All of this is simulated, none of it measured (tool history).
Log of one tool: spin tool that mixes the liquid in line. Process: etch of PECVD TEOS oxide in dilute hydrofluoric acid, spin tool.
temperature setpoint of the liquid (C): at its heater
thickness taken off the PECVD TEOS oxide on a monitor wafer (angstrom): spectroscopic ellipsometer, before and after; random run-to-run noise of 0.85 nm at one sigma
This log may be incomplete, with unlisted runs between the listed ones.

run,hour,temperature setpoint of the liquid (C),parts of water to one part of 49 % hydrofluoric acid (parts by volume),time under the liquid (s),thickness taken off the PECVD TEOS oxide on a monitor wafer (angstrom)
1,0,21,135,300,262.78
2,4.2,23,105,300,377.18
3,5.6,23,105,325,410.45
4,9.5,24.5,85,325,544.21
# hour 13.4: hydrofluoric acid flow meter replaced
5,13.4,21.5,85,325,442.6
6,14.8,23.5,85,325,477.33
7,17.1,25,70,325,623.24

For run 8, what comes out?
8,23.5,25,70,325,?

Run 8 measured thickness taken off the PECVD TEOS oxide on a monitor wafer (angstrom) 620.2.
